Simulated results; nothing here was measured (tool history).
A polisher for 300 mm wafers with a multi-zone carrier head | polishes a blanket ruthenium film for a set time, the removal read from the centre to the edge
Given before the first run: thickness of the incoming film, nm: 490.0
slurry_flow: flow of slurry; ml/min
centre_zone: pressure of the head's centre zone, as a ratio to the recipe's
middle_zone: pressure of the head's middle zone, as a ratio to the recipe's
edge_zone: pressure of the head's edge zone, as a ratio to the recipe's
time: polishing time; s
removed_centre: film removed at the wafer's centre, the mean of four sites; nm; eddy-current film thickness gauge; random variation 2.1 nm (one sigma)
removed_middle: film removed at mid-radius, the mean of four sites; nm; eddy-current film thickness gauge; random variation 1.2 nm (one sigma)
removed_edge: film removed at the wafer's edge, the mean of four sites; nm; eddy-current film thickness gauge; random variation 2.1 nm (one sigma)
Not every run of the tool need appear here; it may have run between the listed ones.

run,hour,slurry_flow,centre_zone,middle_zone,edge_zone,time,removed_centre,removed_middle,removed_edge
1,0.0,125,1.00,1.00,1.00,75,108.40,108.63,107.99
2,0.6,135,1.02,1.03,1.00,78,117.58,117.95,114.73
3,7.6,125,1.02,1.03,1.00,78,116.23,116.00,113.54
4,14.7,125,1.02,0.98,1.00,78,115.02,110.25,110.19
5,20.2,125,1.02,0.98,0.93,78,112.75,110.97,108.70
6,24.1,125,1.02,0.98,0.98,78,116.32,111.52,109.45
7,28.3,135,1.05,1.01,0.95,80,124.59,119.07,112.73
8,36.4,145,1.06,1.04,0.95,82,130.26,127.30,117.69
9,39.1,150,1.08,1.06,0.95,84,139.17,132.49,120.11

Predict the results of run 10:
10,42.4,155,1.09,1.08,0.95,86,?,?,?

{"run 10": {"removed_centre": 144.29, "removed_middle": 139.41, "removed_edge": 121.39}}
